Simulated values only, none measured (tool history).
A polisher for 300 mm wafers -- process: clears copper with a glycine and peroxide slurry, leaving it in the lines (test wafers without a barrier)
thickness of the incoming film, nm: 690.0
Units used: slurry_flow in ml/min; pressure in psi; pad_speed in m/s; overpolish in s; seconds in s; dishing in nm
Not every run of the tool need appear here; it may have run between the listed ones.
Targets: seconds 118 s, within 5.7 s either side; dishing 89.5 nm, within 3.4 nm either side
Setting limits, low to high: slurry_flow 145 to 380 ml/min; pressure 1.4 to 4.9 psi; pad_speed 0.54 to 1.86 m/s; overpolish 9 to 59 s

Run 1, hour 0: slurry_flow 245 ml/min, pressure 3.1 psi, pad_speed 1.18 m/s, overpolish 30 s. Result: seconds 94.644 s, dishing 104.1 nm.
Run 2, hour 2.1: slurry_flow 245 ml/min, pressure 2.9 psi, pad_speed 1.18 m/s, overpolish 30 s. Result: seconds 103.57 s, dishing 99.618 nm.
Run 3, hour 6: slurry_flow 245 ml/min, pressure 2.9 psi, pad_speed 1.28 m/s, overpolish 30 s. Result: seconds 95.681 s, dishing 104.65 nm.
Run 4, hour 9.4: slurry_flow 245 ml/min, pressure 2.8 psi, pad_speed 1.28 m/s, overpolish 30 s. Result: seconds 99.229 s, dishing 100.91 nm.
Run 5, hour 17.6: slurry_flow 245 ml/min, pressure 2.7 psi, pad_speed 1.28 m/s, overpolish 30 s. Result: seconds 102.46 s, dishing 97.724 nm.
Run 6, hour 23.1: slurry_flow 190 ml/min, pressure 2.7 psi, pad_speed 1.28 m/s, overpolish 30 s. Result: seconds 104.81 s, dishing 96.605 nm.
Run 7, hour 25.9: slurry_flow 190 ml/min, pressure 2.6 psi, pad_speed 1.28 m/s, overpolish 30 s. Result: seconds 106.78 s, dishing 93.168 nm.
Run 8, hour 31.5: slurry_flow 190 ml/min, pressure 2.5 psi, pad_speed 1.28 m/s, overpolish 30 s. Result: seconds 112.13 s, dishing 91.339 nm.

Exactly one of the 5 candidate moves below puts every result within its allowed miss. Which one?
Run A, hour 37.1: slurry_flow 230 ml/min, pressure 2.4 psi, pad_speed 1.24 m/s, overpolish 35 s. Result: seconds ?, dishing ?.
Run B, hour 37.1: slurry_flow 190 ml/min, pressure 2.2 psi, pad_speed 1.36 m/s, overpolish 32 s. Result: seconds ?, dishing ?.
Run C, hour 37.1: slurry_flow 185 ml/min, pressure 2.5 psi, pad_speed 1.42 m/s, overpolish 31 s. Result: seconds ?, dishing ?.
Run D, hour 37.1: slurry_flow 180 ml/min, pressure 2.6 psi, pad_speed 1.36 m/s, overpolish 32 s. Result: seconds ?, dishing ?.
Run E, hour 37.1: slurry_flow 145 ml/min, pressure 2.7 psi, pad_speed 1.16 m/s, overpolish 34 s. Result: seconds ?, dishing ?.

move  seconds  dishing
   A   114.05    98.56
   B   116.51    90.77
   C   101.22   98.372
   D      102   100.54
   E   117.51   97.107
A: gets the furthest-off result to its target, but another result is out of tolerance
B: every result lands within tolerance
C: lands further from the targets than the last run did
D: lands further from the targets than the last run did
E: gets the furthest-off result to its target, but another result is out of tolerance
B meets every target.
